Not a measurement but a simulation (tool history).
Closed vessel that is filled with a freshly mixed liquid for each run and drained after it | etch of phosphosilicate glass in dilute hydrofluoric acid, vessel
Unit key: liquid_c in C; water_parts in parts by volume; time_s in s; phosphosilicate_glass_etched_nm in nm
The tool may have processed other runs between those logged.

run	hour	liquid_c	water_parts	time_s	phosphosilicate_glass_etched_nm
1	0	22	60	95	73.558
2	9.1	23	60	95	77.392
3	14.6	24	60	95	79.994
4	19.7	25	60	95	83.208
5	22.4	26	60	95	87.153
6	28.6	26.5	60	95	88.53
7	37.8	27	60	95	89.493
8	39.1	27.5	60	95	92.518

Predict the results of run 9:
# hour 42.9: hydrofluoric acid flow meter replaced
9	42.9	28	60	95	?

{"run 9": {"phosphosilicate_glass_etched_nm": 107.18}}

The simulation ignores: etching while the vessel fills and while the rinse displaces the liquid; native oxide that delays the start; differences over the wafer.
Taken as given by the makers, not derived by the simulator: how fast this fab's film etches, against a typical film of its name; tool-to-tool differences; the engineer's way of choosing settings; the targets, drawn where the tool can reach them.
